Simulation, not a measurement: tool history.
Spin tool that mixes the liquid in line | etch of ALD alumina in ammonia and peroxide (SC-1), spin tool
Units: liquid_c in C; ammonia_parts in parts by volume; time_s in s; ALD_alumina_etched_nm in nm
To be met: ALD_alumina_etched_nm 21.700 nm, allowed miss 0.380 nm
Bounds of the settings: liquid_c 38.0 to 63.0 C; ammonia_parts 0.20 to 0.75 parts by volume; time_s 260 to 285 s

run	hour	liquid_c	ammonia_parts	time_s	ALD_alumina_etched_nm
1	0.0	47.0	0.45	260	10.289
2	5.1	49.0	0.45	260	11.372
3	6.4	51.0	0.45	260	12.819
4	13.5	52.5	0.45	260	14.042
5	19.2	54.0	0.45	260	14.957
6	27.8	47.0	0.45	260	10.196
7	36.1	49.0	0.45	260	11.420
8	40.9	51.0	0.45	260	12.722
9	44.5	52.5	0.45	260	13.822
10	46.6	54.0	0.45	260	15.003
11	53.7	55.0	0.45	260	15.755
12	59.9	56.0	0.45	260	16.654
13	67.5	57.0	0.45	260	17.512
14	70.8	61.5	0.45	260	22.377
# hour 79.7: ammonia flow meter replaced
15	79.7	61.5	0.45	260	22.337

Which of these 5 next moves meets every target?
A	88.6	61.0	0.30	280	?
B	88.6	62.0	0.50	265	?
C	88.6	61.0	0.40	270	?
D	88.6	61.5	0.35	270	?
E	88.6	59.5	0.45	280	?

move	ALD_alumina_etched_nm
A	22.688
B	23.708
C	22.480
D	22.771
E	21.830
A: further off than the last run
B: further off than the last run
C: further off than the last run
D: further off than the last run
E: meets every target
The right move is E.
